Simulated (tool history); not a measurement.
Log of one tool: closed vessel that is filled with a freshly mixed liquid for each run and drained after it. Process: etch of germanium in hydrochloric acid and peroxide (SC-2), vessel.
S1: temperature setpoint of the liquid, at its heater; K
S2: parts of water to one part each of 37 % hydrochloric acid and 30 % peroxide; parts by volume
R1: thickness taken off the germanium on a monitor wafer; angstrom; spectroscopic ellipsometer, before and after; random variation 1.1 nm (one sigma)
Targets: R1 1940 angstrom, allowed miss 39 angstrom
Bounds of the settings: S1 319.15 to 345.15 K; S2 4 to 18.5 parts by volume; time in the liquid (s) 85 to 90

run 1 hour=0 | S1=335.15 S2=10.5 time_in_the_liquid_(s)=85 | R1=2338.8
run 2 hour=6.1 | S1=333.65 S2=10.5 time_in_the_liquid_(s)=85 | R1=2222
run 3 hour=9.4 | S1=332.65 S2=10.5 time_in_the_liquid_(s)=85 | R1=2170.3
run 4 hour=14.6 | S1=332.65 S2=10.5 time_in_the_liquid_(s)=90 | R1=2291
run 5 hour=19.7 | S1=331.65 S2=10.5 time_in_the_liquid_(s)=90 | R1=2251.8
run 6 hour=28.3 | S1=331.65 S2=12.5 time_in_the_liquid_(s)=90 | R1=2166
run 7 hour=37 | S1=330.65 S2=12.5 time_in_the_liquid_(s)=90 | R1=2116.3
run 8 hour=39.9 | S1=330.15 S2=12.5 time_in_the_liquid_(s)=90 | R1=2101.6
run 9 hour=49.2 | S1=330.15 S2=12.5 time_in_the_liquid_(s)=90 | R1=2066.4
-- hour=51.1 thermometer replaced
run 10 hour=51.1 | S1=329.65 S2=12.5 time_in_the_liquid_(s)=90 | R1=2191.7
run 11 hour=52.9 | S1=327.65 S2=12.5 time_in_the_liquid_(s)=90 | R1=2062.6

Which of these 4 next moves meets every target?
run A hour=54.7 | S1=327.65 S2=14 time_in_the_liquid_(s)=90 | R1=?
run B hour=54.7 | S1=329.65 S2=13.5 time_in_the_liquid_(s)=85 | R1=?
run C hour=54.7 | S1=327.65 S2=10.5 time_in_the_liquid_(s)=85 | R1=?
run D hour=54.7 | S1=328.65 S2=15.5 time_in_the_liquid_(s)=85 | R1=?

move=A R1=2031.5
move=B R1=2047.4
move=C R1=1990.3
move=D R1=1945
A: nearer than the last run, and not there yet
B: nearer than the last run, and not there yet
C: nearer than the last run, and not there yet
D: meets every target
The right move is D.
